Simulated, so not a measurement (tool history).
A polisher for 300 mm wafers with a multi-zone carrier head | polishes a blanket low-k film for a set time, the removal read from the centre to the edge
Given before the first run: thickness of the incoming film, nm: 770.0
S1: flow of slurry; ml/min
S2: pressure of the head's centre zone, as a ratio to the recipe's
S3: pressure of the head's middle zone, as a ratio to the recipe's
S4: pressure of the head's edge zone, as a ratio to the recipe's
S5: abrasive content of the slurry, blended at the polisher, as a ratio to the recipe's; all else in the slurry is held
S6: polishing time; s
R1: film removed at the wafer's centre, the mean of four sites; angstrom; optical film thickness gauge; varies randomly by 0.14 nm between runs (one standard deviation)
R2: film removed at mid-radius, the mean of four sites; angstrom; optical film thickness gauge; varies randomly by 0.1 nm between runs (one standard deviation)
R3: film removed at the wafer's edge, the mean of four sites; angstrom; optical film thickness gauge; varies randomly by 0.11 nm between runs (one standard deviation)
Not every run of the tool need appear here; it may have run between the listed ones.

run,hour,S1,S2,S3,S4,S5,S6,R1,R2,R3
1,0,220,1,1,1,1,70,172.01,172.62,167.49
2,2.6,220,0.96,1,1,1,70,170.29,168.47,166.88
3,11.5,220,0.96,1,1,1,64,148.96,157.13,154.62
4,20.6,215,0.96,0.99,0.97,0.9,63,141.47,145.47,140.73
# hour 28.8: worn pad replaced by a new one
5,28.8,215,0.96,0.99,0.97,0.9,55,139.64,140.22,138.31
6,37.5,210,0.94,0.98,0.94,0.85,55,134.54,137.56,129.81
7,40.8,205,0.92,0.97,0.94,0.75,55,118.87,124.21,122.94

For run 8, what comes out?
8,43.6,200,0.92,0.97,0.92,0.7,55,?,?,?

R1: 115.23 angstrom
R2: 122.22 angstrom
R3: 114.63 angstrom
